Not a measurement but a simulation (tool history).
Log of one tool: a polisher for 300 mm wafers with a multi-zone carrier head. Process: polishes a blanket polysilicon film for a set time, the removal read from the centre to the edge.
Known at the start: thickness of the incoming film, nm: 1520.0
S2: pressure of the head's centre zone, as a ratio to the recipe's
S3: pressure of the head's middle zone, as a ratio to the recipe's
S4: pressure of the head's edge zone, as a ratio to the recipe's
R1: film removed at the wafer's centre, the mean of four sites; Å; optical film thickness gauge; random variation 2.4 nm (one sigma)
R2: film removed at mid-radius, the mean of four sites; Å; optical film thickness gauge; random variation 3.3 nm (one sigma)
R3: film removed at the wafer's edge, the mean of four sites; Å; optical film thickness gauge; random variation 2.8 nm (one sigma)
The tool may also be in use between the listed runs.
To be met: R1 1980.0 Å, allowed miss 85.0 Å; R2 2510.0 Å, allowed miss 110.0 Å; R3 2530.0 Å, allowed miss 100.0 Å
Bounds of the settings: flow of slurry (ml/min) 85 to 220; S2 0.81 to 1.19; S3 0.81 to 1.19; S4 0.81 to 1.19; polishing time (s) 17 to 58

{"run": 1, "hour": 0.0, "flow of slurry (ml/min)": 140, "S2": 1.0, "S3": 1.0, "S4": 1.0, "polishing time (s)": 37, "R1": 2985.2, "R2": 3064.0, "R3": 3138.1}
{"run": 2, "hour": 6.4, "flow of slurry (ml/min)": 130, "S2": 0.95, "S3": 1.0, "S4": 0.99, "polishing time (s)": 35, "R1": 2605.6, "R2": 2821.7, "R3": 2848.1}
{"run": 3, "hour": 11.2, "flow of slurry (ml/min)": 130, "S2": 0.9, "S3": 1.0, "S4": 0.99, "polishing time (s)": 35, "R1": 2407.6, "R2": 2855.6, "R3": 2834.4}
{"run": 4, "hour": 16.7, "flow of slurry (ml/min)": 130, "S2": 0.96, "S3": 1.0, "S4": 0.99, "polishing time (s)": 35, "R1": 2681.7, "R2": 2780.4, "R3": 2939.9}
{"run": 5, "hour": 18.6, "flow of slurry (ml/min)": 125, "S2": 0.92, "S3": 1.0, "S4": 0.99, "polishing time (s)": 34, "R1": 2424.8, "R2": 2705.6, "R3": 2740.4}
{"run": 6, "hour": 24.6, "flow of slurry (ml/min)": 125, "S2": 0.92, "S3": 0.95, "S4": 0.99, "polishing time (s)": 34, "R1": 2441.2, "R2": 2664.3, "R3": 2757.6}
{"run": 7, "hour": 32.6, "flow of slurry (ml/min)": 120, "S2": 0.89, "S3": 0.95, "S4": 0.99, "polishing time (s)": 34, "R1": 2324.3, "R2": 2663.0, "R3": 2760.9}
{"run": 8, "hour": 37.3, "flow of slurry (ml/min)": 115, "S2": 0.87, "S3": 0.95, "S4": 0.98, "polishing time (s)": 34, "R1": 2196.4, "R2": 2589.6, "R3": 2737.4}
{"run": 9, "hour": 40.6, "flow of slurry (ml/min)": 115, "S2": 0.87, "S3": 0.95, "S4": 0.98, "polishing time (s)": 34, "R1": 2231.5, "R2": 2573.5, "R3": 2731.6}
{"run": 10, "hour": 42.9, "flow of slurry (ml/min)": 115, "S2": 0.87, "S3": 0.95, "S4": 0.98, "polishing time (s)": 34, "R1": 2218.0, "R2": 2576.4, "R3": 2701.6}
{"run": 11, "hour": 51.2, "flow of slurry (ml/min)": 110, "S2": 0.86, "S3": 0.96, "S4": 0.97, "polishing time (s)": 34, "R1": 2140.5, "R2": 2574.1, "R3": 2682.8}

4 next moves are on the table. One of them brings every result within its allowed miss. Which?
{"run": "A", "hour": 59.5, "flow of slurry (ml/min)": 100, "S2": 0.84, "S3": 0.86, "S4": 1.14, "polishing time (s)": 33, "R1": "?", "R2": "?", "R3": "?"}
{"run": "B", "hour": 59.5, "flow of slurry (ml/min)": 85, "S2": 0.89, "S3": 1.06, "S4": 1.02, "polishing time (s)": 33, "R1": "?", "R2": "?", "R3": "?"}
{"run": "C", "hour": 59.5, "flow of slurry (ml/min)": 115, "S2": 0.81, "S3": 1.05, "S4": 1.07, "polishing time (s)": 30, "R1": "?", "R2": "?", "R3": "?"}
{"run": "D", "hour": 59.5, "flow of slurry (ml/min)": 90, "S2": 0.86, "S3": 0.92, "S4": 1.0, "polishing time (s)": 36, "R1": "?", "R2": "?", "R3": "?"}

move=A R1=1989.2 R2=2188.4 R3=2740.3
move=B R1=1969.6 R2=2455.5 R3=2484.8
move=C R1=1833.5 R2=2455.0 R3=2477.5
move=D R1=2128.7 R2=2431.9 R3=2729.4
A: brings the result that was furthest off to its target, and leaves another outside
B: meets every target
C: takes the result that was furthest off past its target
D: further off than the last run
The right move is B.
